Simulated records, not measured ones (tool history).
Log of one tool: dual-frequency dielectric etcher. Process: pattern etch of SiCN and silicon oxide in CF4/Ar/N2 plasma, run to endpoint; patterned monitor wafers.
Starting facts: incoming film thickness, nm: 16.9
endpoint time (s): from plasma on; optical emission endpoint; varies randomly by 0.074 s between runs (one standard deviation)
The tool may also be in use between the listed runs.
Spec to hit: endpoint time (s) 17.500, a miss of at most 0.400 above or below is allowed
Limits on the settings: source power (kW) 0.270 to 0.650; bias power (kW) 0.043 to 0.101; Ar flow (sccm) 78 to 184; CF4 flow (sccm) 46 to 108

run 1 hour=0.0 | source_power_(kW)=0.460 bias_power_(kW)=0.072 Ar_flow_(sccm)=131 CF4_flow_(sccm)=77 | endpoint_time_(s)=20.093
run 2 hour=1.8 | source_power_(kW)=0.480 bias_power_(kW)=0.072 Ar_flow_(sccm)=131 CF4_flow_(sccm)=77 | endpoint_time_(s)=19.159
run 3 hour=10.6 | source_power_(kW)=0.490 bias_power_(kW)=0.072 Ar_flow_(sccm)=131 CF4_flow_(sccm)=77 | endpoint_time_(s)=18.681
run 4 hour=15.0 | source_power_(kW)=0.500 bias_power_(kW)=0.072 Ar_flow_(sccm)=131 CF4_flow_(sccm)=77 | endpoint_time_(s)=18.253
run 5 hour=20.0 | source_power_(kW)=0.500 bias_power_(kW)=0.064 Ar_flow_(sccm)=131 CF4_flow_(sccm)=77 | endpoint_time_(s)=18.747
-- hour=27.1 CF4 flow controller replaced
run 6 hour=27.1 | source_power_(kW)=0.450 bias_power_(kW)=0.064 Ar_flow_(sccm)=131 CF4_flow_(sccm)=77 | endpoint_time_(s)=21.250
run 7 hour=32.1 | source_power_(kW)=0.470 bias_power_(kW)=0.064 Ar_flow_(sccm)=131 CF4_flow_(sccm)=77 | endpoint_time_(s)=20.215
run 8 hour=37.7 | source_power_(kW)=0.550 bias_power_(kW)=0.065 Ar_flow_(sccm)=131 CF4_flow_(sccm)=77 | endpoint_time_(s)=17.104

Of the 4 settings listed for the next run, only one would bring every result within its allowed miss of target. Which one?
run A hour=43.3 | source_power_(kW)=0.560 bias_power_(kW)=0.057 Ar_flow_(sccm)=139 CF4_flow_(sccm)=75 | endpoint_time_(s)=?
run B hour=43.3 | source_power_(kW)=0.570 bias_power_(kW)=0.073 Ar_flow_(sccm)=151 CF4_flow_(sccm)=67 | endpoint_time_(s)=?
run C hour=43.3 | source_power_(kW)=0.580 bias_power_(kW)=0.080 Ar_flow_(sccm)=169 CF4_flow_(sccm)=70 | endpoint_time_(s)=?
run D hour=43.3 | source_power_(kW)=0.570 bias_power_(kW)=0.058 Ar_flow_(sccm)=127 CF4_flow_(sccm)=88 | endpoint_time_(s)=?

move=A endpoint_time_(s)=17.528
move=B endpoint_time_(s)=16.797
move=C endpoint_time_(s)=16.289
move=D endpoint_time_(s)=16.422
A: every result within its allowed miss
B: lands further from the targets than the last run did
C: lands further from the targets than the last run did
D: lands further from the targets than the last run did
The move that meets every target is A.
